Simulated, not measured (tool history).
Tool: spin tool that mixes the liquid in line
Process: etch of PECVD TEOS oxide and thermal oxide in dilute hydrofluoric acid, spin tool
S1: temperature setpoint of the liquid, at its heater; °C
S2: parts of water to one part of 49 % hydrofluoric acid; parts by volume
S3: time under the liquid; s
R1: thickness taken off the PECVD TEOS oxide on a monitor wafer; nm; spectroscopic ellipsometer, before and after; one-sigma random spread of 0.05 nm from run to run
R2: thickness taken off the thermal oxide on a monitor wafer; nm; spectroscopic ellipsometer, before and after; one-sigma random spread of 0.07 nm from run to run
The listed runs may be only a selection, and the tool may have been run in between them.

Run 1, hour 0: S1 21 °C, S2 140 parts by volume, S3 35 s. Result: R1 4.5242 nm, R2 1.0613 nm.
Run 2, hour 7.6: S1 19 °C, S2 140 parts by volume, S3 35 s. Result: R1 4.146 nm, R2 1.0049 nm.
Run 3, hour 13.1: S1 21 °C, S2 135 parts by volume, S3 35 s. Result: R1 4.7724 nm, R2 1.1238 nm.
Run 4, hour 16.6: S1 22.5 °C, S2 135 parts by volume, S3 35 s. Result: R1 5.0639 nm, R2 1.1448 nm.
Run 5, hour 18.4: S1 23.5 °C, S2 130 parts by volume, S3 35 s. Result: R1 5.5036 nm, R2 1.3765 nm.
Run 6, hour 19.8: S1 23.5 °C, S2 130 parts by volume, S3 20 s. Result: R1 3.1101 nm, R2 0.69833 nm.
Run 7, hour 21.3: S1 24.5 °C, S2 115 parts by volume, S3 20 s. Result: R1 3.6993 nm, R2 0.85713 nm.
Run 8, hour 22.7: S1 25.5 °C, S2 105 parts by volume, S3 20 s. Result: R1 4.2956 nm, R2 1.0323 nm.
Run 9, hour 23.5: S1 26 °C, S2 95 parts by volume, S3 20 s. Result: R1 4.8837 nm, R2 1.1484 nm.

Forecast run 10:
Run 10, hour 25.5: S1 26.5 °C, S2 90 parts by volume, S3 20 s. Result: R1 ?, R2 ?.

Run 10 measured R1 5.2909 nm, R2 1.2341 nm.
